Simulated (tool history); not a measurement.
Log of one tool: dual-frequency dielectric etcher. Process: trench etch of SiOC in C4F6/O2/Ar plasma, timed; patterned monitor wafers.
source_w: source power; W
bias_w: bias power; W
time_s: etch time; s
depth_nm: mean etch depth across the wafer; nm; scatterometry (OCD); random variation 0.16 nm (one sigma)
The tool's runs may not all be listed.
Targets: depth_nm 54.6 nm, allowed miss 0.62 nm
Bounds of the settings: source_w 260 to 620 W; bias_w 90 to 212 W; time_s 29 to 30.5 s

{"run": 1, "hour": 0.0, "source_w": 440, "bias_w": 151, "time_s": 29, "depth_nm": 61.186}
{"run": 2, "hour": 7.7, "source_w": 480, "bias_w": 151, "time_s": 29, "depth_nm": 63.314}
{"run": 3, "hour": 11.5, "source_w": 480, "bias_w": 164, "time_s": 29, "depth_nm": 64.49}
{"run": 4, "hour": 18.5, "source_w": 450, "bias_w": 163, "time_s": 29, "depth_nm": 62.848}
{"run": 5, "hour": 23.6, "source_w": 530, "bias_w": 163, "time_s": 29, "depth_nm": 66.764}
{"run": 6, "hour": 27.3, "source_w": 480, "bias_w": 161, "time_s": 29, "depth_nm": 63.761}
{"run": 7, "hour": 28.3, "source_w": 450, "bias_w": 160, "time_s": 29, "depth_nm": 62.767}
{"run": 8, "hour": 32.8, "source_w": 420, "bias_w": 158, "time_s": 29, "depth_nm": 60.529}
{"run": 9, "hour": 34.4, "source_w": 400, "bias_w": 157, "time_s": 29, "depth_nm": 59.49}
{"run": 10, "hour": 36.2, "source_w": 380, "bias_w": 156, "time_s": 29, "depth_nm": 58.337}
{"run": 11, "hour": 39.2, "source_w": 370, "bias_w": 156, "time_s": 29, "depth_nm": 57.851}
{"run": 12, "hour": 39.8, "source_w": 300, "bias_w": 154, "time_s": 29, "depth_nm": 53.588}

4 next moves are on the table. One of them brings every result within its allowed miss. Which?
{"run": "A", "hour": 40.4, "source_w": 290, "bias_w": 136, "time_s": 29.5, "depth_nm": "?"}
{"run": "B", "hour": 40.4, "source_w": 300, "bias_w": 157, "time_s": 29.5, "depth_nm": "?"}
{"run": "C", "hour": 40.4, "source_w": 280, "bias_w": 161, "time_s": 29, "depth_nm": "?"}
{"run": "D", "hour": 40.4, "source_w": 270, "bias_w": 152, "time_s": 30, "depth_nm": "?"}

move=A depth_nm=52.851
move=B depth_nm=55.077
move=C depth_nm=53.125
move=D depth_nm=53.604
A: further off than the last run
B: meets every target
C: further off than the last run
D: as far off as the last run
Answer: B
